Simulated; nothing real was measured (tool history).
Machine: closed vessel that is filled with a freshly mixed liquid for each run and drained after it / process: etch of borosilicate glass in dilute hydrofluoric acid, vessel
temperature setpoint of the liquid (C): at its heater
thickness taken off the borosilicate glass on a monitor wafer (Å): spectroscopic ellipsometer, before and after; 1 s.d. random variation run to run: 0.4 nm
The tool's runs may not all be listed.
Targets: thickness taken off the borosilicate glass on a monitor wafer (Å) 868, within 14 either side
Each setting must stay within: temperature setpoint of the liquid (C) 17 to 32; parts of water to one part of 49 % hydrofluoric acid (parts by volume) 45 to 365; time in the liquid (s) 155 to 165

run,hour,temperature setpoint of the liquid (C),parts of water to one part of 49 % hydrofluoric acid (parts by volume),time in the liquid (s),thickness taken off the borosilicate glass on a monitor wafer (Å)
1,0,24,205,155,367.38
2,7.1,23,205,155,354.16
3,10.1,23,205,155,357.22
4,18.7,23,205,155,354.11
5,21.3,23,205,155,355.83
6,23.1,23,205,165,379.69
7,26.7,25.5,180,165,483.28
8,30.5,27.5,160,165,602.11
9,35,29,150,165,684.12
10,40.4,30,145,165,748.64
11,47.9,30.5,140,165,787.95
12,52.4,31,140,165,800.28
13,55.6,31,140,165,795.05
14,60,31.5,140,165,819.9

Of the 5 settings listed for the next run, only one would bring every result within its allowed miss of target. Which one?
A,64.4,31.5,130,155,?
B,64.4,26.5,110,155,?
C,64.4,31.5,130,160,?
D,64.4,30.5,135,165,?
E,64.4,30.5,135,160,?

move,thickness taken off the borosilicate glass on a monitor wafer (Å)
A,835.24
B,841.75
C,862.19
D,820.18
E,795.33
A: nearer than the last run, and not there yet
B: nearer than the last run, and not there yet
C: all results in spec
D: no nearer and no further than the last run
E: moves away from the targets compared with the last run
Go with C: it meets all targets.
